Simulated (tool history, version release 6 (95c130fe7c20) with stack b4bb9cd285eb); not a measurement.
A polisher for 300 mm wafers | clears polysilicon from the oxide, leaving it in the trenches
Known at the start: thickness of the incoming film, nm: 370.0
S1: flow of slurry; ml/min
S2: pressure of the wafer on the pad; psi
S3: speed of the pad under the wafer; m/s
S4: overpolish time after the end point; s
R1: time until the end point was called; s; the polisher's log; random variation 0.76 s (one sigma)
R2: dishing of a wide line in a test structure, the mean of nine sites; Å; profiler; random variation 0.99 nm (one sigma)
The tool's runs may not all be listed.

| run | day | S1 | S2 | S3 | S4 | R1 | R2 |
|---|---|---|---|---|---|---|---|
| 1 | 0 | 225 | 3 | 0.76 | 27 | 40.08 | 841.51 |
| 2 | 0.254 | 250 | 3 | 0.76 | 27 | 40.351 | 847.09 |
| 3 | 0.471 | 250 | 3 | 0.76 | 16 | 39.221 | 727.86 |
| 4 | 0.621 | 250 | 3.6 | 0.76 | 16 | 34.173 | 764.03 |
| 5 | 0.758 | 250 | 3.3 | 0.74 | 18 | 37.037 | 774.39 |
| 6 | 0.933 | 250 | 3.1 | 0.72 | 19 | 40.147 | 766.65 |
|  | 1.075 | worn pad replaced by a new one |
| 7 | 1.075 | 250 | 2.9 | 0.72 | 20 | 37.543 | 786.02 |
| 8 | 1.15 | 230 | 2.6 | 0.64 | 20 | 47.034 | 740.15 |
| 9 | 1.262 | 230 | 2.5 | 0.64 | 21 | 49.438 | 751.36 |
| 10 | 1.575 | 230 | 2.5 | 0.64 | 22 | 49.175 | 734.03 |

The next listed run, before its measurement:
| 11 | 1.85 | 230 | 2.5 | 0.64 | 23 | ? | ? |

{"run 11": {"R1": 48.375, "R2": 775.14}}

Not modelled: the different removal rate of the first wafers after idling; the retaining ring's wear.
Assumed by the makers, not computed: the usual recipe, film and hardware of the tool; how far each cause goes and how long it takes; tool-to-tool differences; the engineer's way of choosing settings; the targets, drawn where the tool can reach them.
